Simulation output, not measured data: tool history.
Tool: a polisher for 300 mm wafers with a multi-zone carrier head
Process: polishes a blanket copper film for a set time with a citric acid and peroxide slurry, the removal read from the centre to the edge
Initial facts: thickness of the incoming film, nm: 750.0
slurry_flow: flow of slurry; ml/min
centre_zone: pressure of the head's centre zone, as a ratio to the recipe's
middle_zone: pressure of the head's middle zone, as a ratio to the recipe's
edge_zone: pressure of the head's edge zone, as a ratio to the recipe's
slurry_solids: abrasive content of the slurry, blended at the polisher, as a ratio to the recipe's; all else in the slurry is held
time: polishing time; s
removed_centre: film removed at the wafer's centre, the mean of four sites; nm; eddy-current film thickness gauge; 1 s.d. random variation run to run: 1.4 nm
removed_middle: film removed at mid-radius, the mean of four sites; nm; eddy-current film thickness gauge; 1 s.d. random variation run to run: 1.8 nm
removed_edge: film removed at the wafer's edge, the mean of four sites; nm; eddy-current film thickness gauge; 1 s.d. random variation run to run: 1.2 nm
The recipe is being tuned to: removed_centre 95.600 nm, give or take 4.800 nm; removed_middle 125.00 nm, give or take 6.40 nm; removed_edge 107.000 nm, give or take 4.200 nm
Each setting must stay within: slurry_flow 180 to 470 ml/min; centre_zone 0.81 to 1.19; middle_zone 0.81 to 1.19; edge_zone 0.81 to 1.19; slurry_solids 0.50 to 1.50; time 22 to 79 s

run    day  slurry_flow  centre_zone  middle_zone  edge_zone  slurry_solids  time  removed_centre  removed_middle  removed_edge
  1  0.000          300         1.00         1.00       1.00           1.00    50         145.220          144.35       148.380
  2  0.221          300         1.06         1.00       1.00           1.00    50         152.600          145.39       147.360
  3  0.383          300         1.04         1.02       0.99           0.95    49         146.930          142.18       142.310
  4  0.729          300         1.04         1.02       0.99           0.80    49         145.670          135.37       139.480
  5  0.792          300         1.04         1.02       0.99           0.95    49         149.540          143.66       142.850
  6  1.050          300         1.04         1.02       0.93           0.95    49         147.310          143.08       139.620
  7  1.379          300         1.02         1.04       0.92           0.95    48         140.480          142.58       133.700
  8  1.583          285         0.92         1.08       0.88           0.70    44         110.290          124.08       111.400
  9  1.892          285         0.91         1.08       0.88           0.70    44         110.670          127.78       113.260
 10  2.171          285         0.90         1.08       0.88           0.70    44         107.330          125.56       114.000
 11  2.446          280         0.83         1.14       0.82           0.55    43          91.128          122.33       101.690
 12  2.546          280         0.83         1.14       0.83           0.55    43          93.326          121.43       102.410

4 candidate next runs follow, results not yet known. Just one meets every target within its allowed miss. Identify it.
  A  2.646          300         0.91         1.19       0.81           0.55    40               ?               ?             ?
  B  2.646          260         0.84         1.19       0.82           0.60    41               ?               ?             ?
  C  2.646          255         0.84         1.12       0.85           0.50    46               ?               ?             ?
  D  2.646          230         0.83         1.03       0.85           0.50    45               ?               ?             ?

move  removed_centre  removed_middle  removed_edge
   A          94.035          117.31        95.639
   B          89.068          120.67        99.179
   C          96.080          123.63       108.820
   D          91.614          111.30       105.650
A: its largest miss is bigger than the last run's
B: its largest miss is bigger than the last run's
C: in spec on every target
D: the furthest-off result lands on target, but another misses its tolerance
Move C is the one to make.
